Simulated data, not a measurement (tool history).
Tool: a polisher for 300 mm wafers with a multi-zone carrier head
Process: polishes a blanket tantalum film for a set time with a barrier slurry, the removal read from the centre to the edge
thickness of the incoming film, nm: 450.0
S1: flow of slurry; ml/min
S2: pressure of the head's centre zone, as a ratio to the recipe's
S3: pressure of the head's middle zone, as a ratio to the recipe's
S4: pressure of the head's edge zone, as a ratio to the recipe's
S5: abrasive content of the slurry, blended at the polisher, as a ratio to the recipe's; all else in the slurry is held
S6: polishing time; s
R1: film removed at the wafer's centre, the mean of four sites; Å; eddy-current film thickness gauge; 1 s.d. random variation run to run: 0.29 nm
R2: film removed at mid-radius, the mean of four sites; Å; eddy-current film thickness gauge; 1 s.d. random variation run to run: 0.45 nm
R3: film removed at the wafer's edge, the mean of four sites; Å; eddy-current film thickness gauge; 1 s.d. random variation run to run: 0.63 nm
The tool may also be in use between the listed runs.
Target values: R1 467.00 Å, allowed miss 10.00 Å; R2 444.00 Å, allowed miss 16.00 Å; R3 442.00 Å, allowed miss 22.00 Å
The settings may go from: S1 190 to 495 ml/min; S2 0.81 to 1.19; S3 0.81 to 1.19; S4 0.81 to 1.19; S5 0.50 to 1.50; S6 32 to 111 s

| run | hour | S1 | S2 | S3 | S4 | S5 | S6 | R1 | R2 | R3 |
|---|---|---|---|---|---|---|---|---|---|---|
| 1 | 0.0 | 320 | 1.00 | 1.00 | 1.00 | 1.00 | 71 | 677.92 | 678.94 | 654.85 |
| 2 | 7.3 | 320 | 0.98 | 0.96 | 0.95 | 0.85 | 67 | 602.47 | 585.06 | 617.25 |
| 3 | 13.2 | 320 | 0.98 | 0.96 | 0.88 | 0.85 | 67 | 602.00 | 590.51 | 582.00 |
| 4 | 14.6 | 325 | 0.99 | 0.96 | 0.86 | 0.75 | 63 | 541.95 | 532.34 | 521.36 |
| 5 | 22.3 | 325 | 0.99 | 0.96 | 0.86 | 0.75 | 50 | 432.78 | 421.29 | 411.11 |
| 6 | 22.9 | 330 | 1.00 | 0.97 | 0.89 | 0.75 | 50 | 431.92 | 419.03 | 420.05 |
| 7 | 30.6 | 330 | 1.01 | 0.98 | 0.90 | 0.80 | 50 | 448.91 | 432.80 | 420.95 |
| 8 | 33.4 | 330 | 1.01 | 0.98 | 0.91 | 0.80 | 50 | 454.80 | 439.39 | 436.39 |
| 9 | 40.6 | 330 | 1.01 | 0.98 | 0.91 | 0.80 | 50 | 451.31 | 431.59 | 431.14 |
| 10 | 46.2 | 335 | 1.01 | 0.99 | 0.92 | 0.80 | 50 | 452.74 | 439.35 | 429.32 |
| 11 | 49.2 | 340 | 1.01 | 0.99 | 0.93 | 0.80 | 50 | 446.90 | 439.62 | 429.43 |
| 12 | 53.6 | 355 | 1.05 | 0.98 | 0.97 | 0.85 | 50 | 479.28 | 445.15 | 457.12 |
| 13 | 59.0 | 350 | 1.05 | 0.98 | 0.96 | 0.85 | 50 | 474.45 | 447.97 | 454.67 |
| 14 | 65.3 | 345 | 1.05 | 0.98 | 0.95 | 0.85 | 50 | 480.99 | 445.63 | 449.87 |

Which one of the following 5 next-run settings gets every result inside its allowed miss? There is exactly one.
| A | 71.6 | 280 | 1.09 | 1.00 | 0.94 | 0.85 | 50 | ? | ? | ? |
| B | 71.6 | 280 | 1.02 | 0.97 | 0.94 | 1.05 | 47 | ? | ? | ? |
| C | 71.6 | 335 | 1.17 | 1.06 | 0.94 | 0.85 | 47 | ? | ? | ? |
| D | 71.6 | 420 | 1.13 | 1.00 | 0.98 | 0.70 | 53 | ? | ? | ? |
| E | 71.6 | 335 | 1.08 | 0.95 | 0.92 | 0.85 | 51 | ? | ? | ? |

| move | R1 | R2 | R3 |
|---|---|---|---|
| A | 486.58 | 445.44 | 437.38 |
| B | 463.73 | 438.87 | 442.16 |
| C | 492.75 | 444.27 | 414.02 |
| D | 503.63 | 445.42 | 440.05 |
| E | 497.71 | 439.65 | 447.40 |
A: further off than the last run
B: in spec on every target
C: further off than the last run
D: further off than the last run
E: further off than the last run
Correct choice: B, which meets every target

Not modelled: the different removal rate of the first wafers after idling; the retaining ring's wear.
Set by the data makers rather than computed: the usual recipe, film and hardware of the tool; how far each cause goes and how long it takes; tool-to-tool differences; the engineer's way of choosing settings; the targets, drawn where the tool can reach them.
